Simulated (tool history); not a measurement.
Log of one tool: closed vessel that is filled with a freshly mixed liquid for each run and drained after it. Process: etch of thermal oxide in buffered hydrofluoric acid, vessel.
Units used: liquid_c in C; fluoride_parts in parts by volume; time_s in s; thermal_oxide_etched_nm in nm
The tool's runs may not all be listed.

{"run": 1, "hour": 0.0, "liquid_c": 22, "fluoride_parts": 11.5, "time_s": 105, "thermal_oxide_etched_nm": 84.515}
{"run": 2, "hour": 5.4, "liquid_c": 23.5, "fluoride_parts": 11.5, "time_s": 105, "thermal_oxide_etched_nm": 94.107}
{"run": 3, "hour": 6.6, "liquid_c": 23.5, "fluoride_parts": 11.5, "time_s": 105, "thermal_oxide_etched_nm": 93.326}
{"run": 4, "hour": 11.7, "liquid_c": 24.5, "fluoride_parts": 11.5, "time_s": 105, "thermal_oxide_etched_nm": 98.922}
{"run": 5, "hour": 15.3, "liquid_c": 24.5, "fluoride_parts": 8.5, "time_s": 105, "thermal_oxide_etched_nm": 128.42}
{"run": 6, "hour": 24.4, "liquid_c": 24, "fluoride_parts": 8.5, "time_s": 105, "thermal_oxide_etched_nm": 124.46}

What will run 7 give?
{"run": 7, "hour": 30.7, "liquid_c": 23.5, "fluoride_parts": 8.5, "time_s": 105, "thermal_oxide_etched_nm": "?"}

Run 7 measured thermal_oxide_etched_nm 121.21 nm.
